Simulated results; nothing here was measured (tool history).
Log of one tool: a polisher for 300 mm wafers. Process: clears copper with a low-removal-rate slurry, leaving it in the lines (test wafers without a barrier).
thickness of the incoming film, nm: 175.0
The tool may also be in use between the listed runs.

| run | hour | flow of slurry (ml/min) | pressure of the wafer on the pad (kPa) | speed of the pad under the wafer (cm/s) | abrasive content of the slurry | overpolish time after the end point (s) | time until the end point was called (s) | dishing of a wide line in a test structure (Å) |
|---|---|---|---|---|---|---|---|---|
| 1 | 0.0 | 255 | 19.3 | 84 | 1.00 | 18 | 72.111 | 311.04 |
| 2 | 6.8 | 245 | 16.5 | 72 | 0.95 | 15 | 99.496 | 202.99 |
| 3 | 7.9 | 245 | 21.4 | 72 | 0.95 | 15 | 76.244 | 256.69 |
| 4 | 12.4 | 245 | 21.4 | 72 | 0.75 | 15 | 80.656 | 252.52 |
| 5 | 14.9 | 220 | 17.9 | 62 | 0.95 | 12 | 101.600 | 153.29 |
| 6 | 22.0 | 220 | 17.9 | 62 | 0.95 | 8 | 101.210 | 104.92 |

The next listed run, before its measurement:
| 7 | 24.5 | 205 | 15.9 | 58 | 1.10 | 7 | ? | ? |

{"run 7": {"time until the end point was called (s)": 121.03, "dishing of a wide line in a test structure (Å)": 76.64}}
